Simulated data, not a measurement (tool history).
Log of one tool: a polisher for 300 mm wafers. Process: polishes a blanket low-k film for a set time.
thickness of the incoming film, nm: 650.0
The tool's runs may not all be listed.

| run | hour | flow of slurry (ml/min) | pressure of the wafer on the pad (psi) | speed of the pad under the wafer (m/s) | abrasive content of the slurry | polishing time (s) | film removed (nm) |
|---|---|---|---|---|---|---|---|
| 1 | 0.0 | 220 | 1.4 | 0.98 | 1.0 | 117 | 28.155 |
| 2 | 7.8 | 220 | 1.3 | 0.98 | 1.0 | 117 | 26.499 |
| 3 | 9.8 | 265 | 1.3 | 0.98 | 1.0 | 117 | 27.517 |
| 4 | 13.5 | 250 | 1.2 | 0.98 | 1.0 | 117 | 26.101 |
| 5 | 20.1 | 280 | 1.2 | 0.98 | 1.0 | 117 | 26.578 |
| 6 | 24.1 | 280 | 1.2 | 0.98 | 1.0 | 117 | 26.073 |
| 7 | 25.4 | 275 | 1.1 | 0.98 | 1.0 | 117 | 24.954 |
| 8 | 30.7 | 270 | 1.1 | 0.98 | 1.0 | 117 | 24.739 |

Predict the results of run 9:
| 9 | 32.4 | 265 | 1.1 | 0.98 | 1.0 | 117 | ? |

film removed (nm): 24.527
